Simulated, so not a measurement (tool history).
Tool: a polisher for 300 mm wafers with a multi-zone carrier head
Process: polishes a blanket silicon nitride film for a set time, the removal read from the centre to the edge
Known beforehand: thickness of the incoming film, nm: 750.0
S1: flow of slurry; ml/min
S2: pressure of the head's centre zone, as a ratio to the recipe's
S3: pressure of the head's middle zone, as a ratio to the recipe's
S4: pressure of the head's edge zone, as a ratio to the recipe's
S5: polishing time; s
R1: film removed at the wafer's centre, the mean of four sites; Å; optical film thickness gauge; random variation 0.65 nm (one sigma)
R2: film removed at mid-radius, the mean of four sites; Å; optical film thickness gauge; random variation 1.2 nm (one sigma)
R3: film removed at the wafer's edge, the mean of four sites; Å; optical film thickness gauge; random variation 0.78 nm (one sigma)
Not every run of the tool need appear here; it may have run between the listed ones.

run	hour	S1	S2	S3	S4	S5	R1	R2	R3
1	0.0	315	1.00	1.00	1.00	72	1557.00	1527.00	1493.40
2	6.8	310	0.99	0.95	0.97	64	1381.70	1330.80	1296.20
3	8.8	310	0.99	0.95	0.89	64	1368.60	1344.40	1262.80
4	11.0	265	0.99	0.95	0.89	64	1358.60	1265.80	1249.10
5	12.1	245	0.97	0.92	0.88	59	1212.50	1153.10	1129.40
6	19.0	245	1.00	0.92	0.88	59	1259.40	1191.90	1142.80
7	22.8	270	0.93	0.82	0.86	44	873.01	779.28	857.37
8	25.3	270	0.95	0.84	0.90	44	889.89	787.53	868.91

Run 9 comes next. What will it give?
9	32.4	275	0.97	0.86	0.93	44	?	?	?

Run 9 gave R1 917.19 Å, R2 827.81 Å, R3 879.33 Å.

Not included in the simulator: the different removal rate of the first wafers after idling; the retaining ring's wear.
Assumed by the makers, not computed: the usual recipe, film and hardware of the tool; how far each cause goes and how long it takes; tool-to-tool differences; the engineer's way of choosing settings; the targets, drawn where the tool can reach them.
